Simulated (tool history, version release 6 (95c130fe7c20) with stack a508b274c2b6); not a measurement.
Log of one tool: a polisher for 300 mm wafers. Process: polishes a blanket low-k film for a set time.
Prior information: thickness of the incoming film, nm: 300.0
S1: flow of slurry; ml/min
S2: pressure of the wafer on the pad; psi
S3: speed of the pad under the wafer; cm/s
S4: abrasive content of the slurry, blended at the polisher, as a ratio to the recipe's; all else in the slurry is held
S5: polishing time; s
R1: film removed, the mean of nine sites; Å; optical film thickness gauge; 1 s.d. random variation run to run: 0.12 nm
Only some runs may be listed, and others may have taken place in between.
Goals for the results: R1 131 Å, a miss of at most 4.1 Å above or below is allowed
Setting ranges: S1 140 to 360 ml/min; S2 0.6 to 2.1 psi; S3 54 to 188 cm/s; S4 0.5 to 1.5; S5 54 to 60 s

run,day,S1,S2,S3,S4,S5,R1
1,0,230,1.3,120,1,60,153.43
2,0.3,285,1.3,120,1,60,158.52
3,0.667,285,1.3,120,1.1,60,165.8
4,0.8,285,1.3,120,1.3,60,179.93
5,0.925,255,1.3,120,1.3,60,182.04
6,1.025,255,1.3,120,1.5,60,187.86
7,1.288,255,1.2,120,1.5,60,173.09
8,1.425,255,1.1,120,1.5,60,161.66
9,1.679,255,1.1,120,1.5,60,162.76
10,1.938,255,1,120,1.5,60,146.94
# day 2.183: head pressure recalibrated
11,2.183,250,0.9,120,1.5,60,147.51

Consider the 4 candidate settings below. Which is the only one whose results all fall within their allowed miss of target?
A,2.429,265,0.9,138,1.5,60,?
B,2.429,320,1,110,1.5,59,?
C,2.429,275,1.2,92,1.5,54,?
D,2.429,245,1,104,1.45,54,?

move,R1
A,168.14
B,158.63
C,150.79
D,133.99
A: misses by more than the last run did
B: misses by more than the last run did
C: misses by more than the last run did
D: each result inside its tolerance
D meets every target.
